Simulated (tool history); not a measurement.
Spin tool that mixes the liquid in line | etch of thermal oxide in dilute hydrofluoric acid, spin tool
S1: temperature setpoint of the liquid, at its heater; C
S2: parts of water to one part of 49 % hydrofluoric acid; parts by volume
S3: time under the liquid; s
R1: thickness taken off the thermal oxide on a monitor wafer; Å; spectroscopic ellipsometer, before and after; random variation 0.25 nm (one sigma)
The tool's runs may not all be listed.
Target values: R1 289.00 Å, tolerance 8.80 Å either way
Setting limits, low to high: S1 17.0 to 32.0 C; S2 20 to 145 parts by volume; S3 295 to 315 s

Run 1, day 0.000: S1 24.0 C, S2 80 parts by volume, S3 295 s. Result: R1 183.34 Å.
Run 2, day 0.212: S1 26.5 C, S2 75 parts by volume, S3 295 s. Result: R1 216.24 Å.
Run 3, day 0.425: S1 28.0 C, S2 75 parts by volume, S3 295 s. Result: R1 230.28 Å.
Run 4, day 0.638: S1 29.0 C, S2 75 parts by volume, S3 295 s. Result: R1 244.19 Å.
Run 5, day 0.667: S1 29.0 C, S2 100 parts by volume, S3 295 s. Result: R1 174.86 Å.
Run 6, day 0.746: S1 29.0 C, S2 115 parts by volume, S3 295 s. Result: R1 147.71 Å.
Run 7, day 1.062: S1 30.0 C, S2 100 parts by volume, S3 295 s. Result: R1 183.35 Å.
Run 8, day 1.175: S1 30.5 C, S2 90 parts by volume, S3 295 s. Result: R1 206.63 Å.
Run 9, day 1.242: S1 31.0 C, S2 80 parts by volume, S3 295 s. Result: R1 242.81 Å.

5 next moves are on the table. One of them brings every result within its allowed miss. Which?
Run A, day 1.308: S1 31.0 C, S2 70 parts by volume, S3 300 s. Result: R1 ?.
Run B, day 1.308: S1 31.5 C, S2 75 parts by volume, S3 295 s. Result: R1 ?.
Run C, day 1.308: S1 32.0 C, S2 75 parts by volume, S3 295 s. Result: R1 ?.
Run D, day 1.308: S1 30.0 C, S2 75 parts by volume, S3 310 s. Result: R1 ?.
Run E, day 1.308: S1 32.0 C, S2 70 parts by volume, S3 315 s. Result: R1 ?.

move      R1
   A  286.85
   B  266.28
   C  271.36
   D  264.28
   E  312.87
A: every result lands within tolerance
B: nearer the targets than the last run, but a result is still out of spec
C: nearer the targets than the last run, but a result is still out of spec
D: nearer the targets than the last run, but a result is still out of spec
E: moves the result that the last run missed by most past its target, out the other side
Correct choice: A, which meets every target

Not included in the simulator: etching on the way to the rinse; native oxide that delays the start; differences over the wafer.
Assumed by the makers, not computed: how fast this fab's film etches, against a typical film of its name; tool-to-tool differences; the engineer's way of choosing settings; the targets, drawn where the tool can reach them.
